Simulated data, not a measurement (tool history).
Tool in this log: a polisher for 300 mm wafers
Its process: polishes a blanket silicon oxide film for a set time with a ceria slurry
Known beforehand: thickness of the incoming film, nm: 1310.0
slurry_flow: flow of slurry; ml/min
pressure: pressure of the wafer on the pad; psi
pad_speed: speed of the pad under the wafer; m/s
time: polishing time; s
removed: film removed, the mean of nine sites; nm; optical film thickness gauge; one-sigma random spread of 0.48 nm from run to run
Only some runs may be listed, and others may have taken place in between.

{"run": 1, "day": 0.0, "slurry_flow": 275, "pressure": 2.2, "pad_speed": 0.84, "time": 25, "removed": 71.226}
{"run": 2, "day": 0.104, "slurry_flow": 250, "pressure": 2.2, "pad_speed": 0.84, "time": 25, "removed": 70.069}
{"run": 3, "day": 0.262, "slurry_flow": 250, "pressure": 2.2, "pad_speed": 0.84, "time": 23, "removed": 65.322}
{"run": 4, "day": 0.521, "slurry_flow": 245, "pressure": 2.1, "pad_speed": 0.84, "time": 23, "removed": 62.214}
{"run": 5, "day": 0.746, "slurry_flow": 230, "pressure": 1.8, "pad_speed": 0.84, "time": 23, "removed": 56.518}
{"run": 6, "day": 1.012, "slurry_flow": 270, "pressure": 1.8, "pad_speed": 0.84, "time": 23, "removed": 57.531}
{"run": 7, "day": 1.325, "slurry_flow": 255, "pressure": 1.6, "pad_speed": 0.84, "time": 23, "removed": 53.732}

The next listed run, before its measurement:
{"run": 8, "day": 1.583, "slurry_flow": 245, "pressure": 1.5, "pad_speed": 0.84, "time": 23, "removed": "?"}

Run 8 measured removed 51.944 nm.
